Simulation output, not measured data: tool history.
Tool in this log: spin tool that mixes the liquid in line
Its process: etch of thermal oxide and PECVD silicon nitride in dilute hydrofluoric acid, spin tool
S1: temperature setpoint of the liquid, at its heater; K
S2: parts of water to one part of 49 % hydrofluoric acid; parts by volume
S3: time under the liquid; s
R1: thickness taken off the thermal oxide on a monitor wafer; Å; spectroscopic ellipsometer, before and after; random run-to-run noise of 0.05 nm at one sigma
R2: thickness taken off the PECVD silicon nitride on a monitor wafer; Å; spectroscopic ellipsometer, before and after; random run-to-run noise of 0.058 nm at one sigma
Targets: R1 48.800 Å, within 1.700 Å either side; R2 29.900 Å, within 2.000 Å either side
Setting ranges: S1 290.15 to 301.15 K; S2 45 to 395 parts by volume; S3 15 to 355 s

run    day      S1   S2   S3      R1      R2
  1  0.000  293.15  220  180  26.922  18.571
  2  0.133  293.15  270  180  20.519  15.339
  3  0.229  295.15  270  180  22.569  16.646
  4  0.512  295.15  270  225  28.147  21.329
  5  0.592  295.15  320  225  22.153  18.118
  6  0.733  295.15  255  225  29.781  21.754
  7  0.950  296.15  220  215  36.101  26.375
  8  1.067  295.65  190  205  40.319  29.030
  9  1.154  294.65  165  200  44.243  30.274
 10  1.512  293.65  150  195  46.036  29.290

Which of these 5 next moves meets every target?
  A  1.871  291.15  170  260   ?   ?
  B  1.871  298.15  190  200   ?   ?
  C  1.871  295.15  190  235   ?   ?
  D  1.871  292.65  190  250   ?   ?
  E  1.871  295.65  170  195   ?   ?

move      R1      R2
   A  49.161  29.367
   B  43.379  31.978
   C  45.559  31.030
   D  44.016  28.031
   E  43.987  29.666
A: every result lands within tolerance
B: further off than the last run
C: further off than the last run
D: further off than the last run
E: further off than the last run
So the answer is move A, the one that meets all the targets.

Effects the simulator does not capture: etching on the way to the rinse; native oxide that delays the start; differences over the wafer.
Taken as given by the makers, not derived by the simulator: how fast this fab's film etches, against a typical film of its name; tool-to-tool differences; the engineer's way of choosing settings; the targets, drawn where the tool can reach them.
